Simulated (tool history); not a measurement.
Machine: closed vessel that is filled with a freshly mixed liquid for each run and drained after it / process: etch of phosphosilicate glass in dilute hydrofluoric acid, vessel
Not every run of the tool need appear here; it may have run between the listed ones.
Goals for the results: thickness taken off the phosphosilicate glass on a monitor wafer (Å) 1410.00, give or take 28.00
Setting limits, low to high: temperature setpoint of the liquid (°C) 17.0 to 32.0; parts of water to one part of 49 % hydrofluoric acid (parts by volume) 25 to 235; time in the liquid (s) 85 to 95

| run | day | temperature setpoint of the liquid (°C) | parts of water to one part of 49 % hydrofluoric acid (parts by volume) | time in the liquid (s) | thickness taken off the phosphosilicate glass on a monitor wafer (Å) |
|---|---|---|---|---|---|
| 1 | 0.000 | 24.0 | 130 | 85 | 769.87 |
| 2 | 0.192 | 24.0 | 160 | 85 | 608.32 |
| 3 | 0.471 | 24.0 | 160 | 85 | 602.45 |
| 4 | 0.721 | 24.0 | 180 | 85 | 525.94 |
| 5 | 0.833 | 25.5 | 165 | 85 | 622.56 |
| 6 | 1.033 | 26.5 | 150 | 85 | 710.58 |
| 7 | 1.154 | 27.5 | 135 | 85 | 843.93 |
| 8 | 1.296 | 28.5 | 125 | 85 | 952.11 |
| 9 | 1.512 | 29.0 | 120 | 85 | 1016.40 |
| 10 | 1.567 | 29.5 | 115 | 85 | 1091.10 |
| 11 | 1.875 | 30.0 | 110 | 85 | 1171.20 |
| 12 | 2.000 | 30.5 | 110 | 85 | 1184.50 |
| 13 | 2.071 | 31.0 | 105 | 85 | 1277.20 |

Which single option among these 4 for the next run brings every result within its allowed miss of target? Just one does.
| A | 2.142 | 30.5 | 100 | 95 | ? |
| B | 2.142 | 32.0 | 110 | 95 | ? |
| C | 2.142 | 30.0 | 95 | 90 | ? |
| D | 2.142 | 31.5 | 95 | 85 | ? |

| move | thickness taken off the phosphosilicate glass on a monitor wafer (Å) |
|---|---|
| A | 1497.00 |
| B | 1417.70 |
| C | 1475.60 |
| D | 1474.10 |
A: pushes the last run's worst result past its target
B: all results in spec
C: pushes the last run's worst result past its target
D: pushes the last run's worst result past its target
Move B is the one to make.

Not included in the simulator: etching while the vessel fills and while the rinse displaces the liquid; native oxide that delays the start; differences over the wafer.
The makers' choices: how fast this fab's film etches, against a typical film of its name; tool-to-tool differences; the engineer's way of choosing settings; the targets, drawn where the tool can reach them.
